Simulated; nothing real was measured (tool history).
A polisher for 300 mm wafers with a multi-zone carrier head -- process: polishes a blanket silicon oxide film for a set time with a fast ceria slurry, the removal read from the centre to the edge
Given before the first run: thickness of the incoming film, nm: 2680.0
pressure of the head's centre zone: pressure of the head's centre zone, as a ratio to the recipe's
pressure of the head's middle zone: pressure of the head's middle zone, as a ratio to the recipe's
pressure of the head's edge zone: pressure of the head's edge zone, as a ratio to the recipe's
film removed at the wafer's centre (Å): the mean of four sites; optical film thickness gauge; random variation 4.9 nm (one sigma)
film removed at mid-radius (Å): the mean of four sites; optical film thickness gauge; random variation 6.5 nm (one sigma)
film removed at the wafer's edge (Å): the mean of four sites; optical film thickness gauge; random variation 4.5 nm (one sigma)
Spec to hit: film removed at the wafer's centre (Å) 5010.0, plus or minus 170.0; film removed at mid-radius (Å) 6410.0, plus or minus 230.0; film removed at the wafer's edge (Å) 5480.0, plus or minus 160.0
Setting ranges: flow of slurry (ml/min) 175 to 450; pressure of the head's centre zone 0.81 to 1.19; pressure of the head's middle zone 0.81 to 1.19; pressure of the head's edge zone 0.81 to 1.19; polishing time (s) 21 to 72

| run | hour | flow of slurry (ml/min) | pressure of the head's centre zone | pressure of the head's middle zone | pressure of the head's edge zone | polishing time (s) | film removed at the wafer's centre (Å) | film removed at mid-radius (Å) | film removed at the wafer's edge (Å) |
|---|---|---|---|---|---|---|---|---|---|
| 1 | 0.0 | 290 | 1.00 | 1.00 | 1.00 | 46 | 5322.2 | 5266.3 | 5298.1 |
| 2 | 7.8 | 290 | 1.00 | 1.00 | 1.00 | 57 | 6583.4 | 6613.6 | 6441.4 |
| 3 | 8.6 | 285 | 0.98 | 1.01 | 0.98 | 56 | 6292.9 | 6349.3 | 6353.9 |
| 4 | 15.0 | 285 | 0.98 | 0.98 | 0.98 | 56 | 6276.6 | 6349.6 | 6309.8 |
| 5 | 18.1 | 300 | 0.96 | 1.01 | 0.96 | 55 | 6136.7 | 6387.4 | 6108.2 |
| 6 | 23.0 | 340 | 0.96 | 1.01 | 0.96 | 55 | 6251.5 | 6504.3 | 6156.4 |
| 7 | 29.7 | 295 | 0.86 | 1.06 | 0.86 | 53 | 5401.7 | 6328.1 | 5628.3 |
| 8 | 37.5 | 290 | 0.85 | 1.07 | 0.86 | 53 | 5477.7 | 6379.5 | 5636.5 |

4 candidate next runs follow, results not yet known. Just one meets every target within its allowed miss. Identify it.
| A | 45.3 | 285 | 0.89 | 1.01 | 0.85 | 52 | ? | ? | ? |
| B | 45.3 | 260 | 0.87 | 0.95 | 0.91 | 53 | ? | ? | ? |
| C | 45.3 | 210 | 0.81 | 1.11 | 0.85 | 53 | ? | ? | ? |
| D | 45.3 | 280 | 0.85 | 1.03 | 0.91 | 50 | ? | ? | ? |

| move | film removed at the wafer's centre (Å) | film removed at mid-radius (Å) | film removed at the wafer's edge (Å) |
|---|---|---|---|
| A | 5447.6 | 6105.8 | 5553.6 |
| B | 5395.7 | 5850.9 | 5798.4 |
| C | 4968.9 | 6495.4 | 5494.1 |
| D | 5052.6 | 5958.5 | 5498.7 |
A: nearer the targets than the last run, but a result is still out of spec
B: nearer the targets than the last run, but a result is still out of spec
C: every result lands within tolerance
D: meets the target for the result that was furthest off, but another lies outside its allowed miss
So the answer is move C, the one that meets all the targets.
